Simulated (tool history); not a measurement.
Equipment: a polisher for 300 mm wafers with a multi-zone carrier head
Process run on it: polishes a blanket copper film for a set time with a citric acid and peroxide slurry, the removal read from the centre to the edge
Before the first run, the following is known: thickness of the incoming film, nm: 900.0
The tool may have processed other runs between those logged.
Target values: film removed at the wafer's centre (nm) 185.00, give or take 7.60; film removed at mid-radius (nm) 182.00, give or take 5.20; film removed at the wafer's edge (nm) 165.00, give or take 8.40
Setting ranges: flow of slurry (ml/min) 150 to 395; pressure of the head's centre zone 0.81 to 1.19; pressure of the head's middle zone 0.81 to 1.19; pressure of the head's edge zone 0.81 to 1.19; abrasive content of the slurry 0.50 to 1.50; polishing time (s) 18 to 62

run	hour	flow of slurry (ml/min)	pressure of the head's centre zone	pressure of the head's middle zone	pressure of the head's edge zone	abrasive content of the slurry	polishing time (s)	film removed at the wafer's centre (nm)	film removed at mid-radius (nm)	film removed at the wafer's edge (nm)
1	0.0	250	1.00	1.00	1.00	1.00	40	120.16	127.15	129.08
2	6.1	250	1.00	0.94	1.00	1.00	40	120.84	120.44	133.50
3	12.7	250	0.94	0.94	1.00	1.00	40	115.57	122.48	129.12
4	16.4	265	0.99	0.98	0.97	1.10	41	124.67	133.32	134.94
5	22.7	265	0.96	0.98	0.97	1.10	41	123.95	131.58	134.43
6	26.8	280	1.01	1.01	0.94	1.20	42	134.07	143.29	137.45
7	34.5	290	1.05	1.02	0.94	1.25	43	144.57	150.37	140.94
8	42.0	295	1.07	1.03	0.96	1.30	44	152.21	155.32	147.74
# hour 44.5: centre zone pressure recalibrated
9	44.5	300	1.09	1.05	0.97	1.35	45	171.66	163.44	156.70
10	50.7	305	1.09	1.07	0.98	1.35	45	174.46	163.06	154.33
11	58.0	305	1.08	1.08	0.98	1.40	46	174.83	170.80	162.50

Consider the 5 candidate settings below. Which is the only one whose results all fall within their allowed miss of target?
A	65.3	315	1.04	1.02	1.17	1.30	45	?	?	?
B	65.3	335	1.16	1.11	0.98	1.30	44	?	?	?
C	65.3	335	1.04	0.91	0.89	1.50	48	?	?	?
D	65.3	295	0.98	1.07	1.07	1.45	44	?	?	?
E	65.3	300	1.07	1.07	0.92	1.50	48	?	?	?

move	film removed at the wafer's centre (nm)	film removed at mid-radius (nm)	film removed at the wafer's edge (nm)
A	162.45	158.59	168.32
B	178.21	167.27	150.93
C	179.60	159.45	162.98
D	152.63	164.86	160.50
E	183.54	181.38	164.21
A: lands further from the targets than the last run did
B: lands further from the targets than the last run did
C: lands further from the targets than the last run did
D: lands further from the targets than the last run did
E: in spec on every target
E is the move that brings every result within its allowed miss.
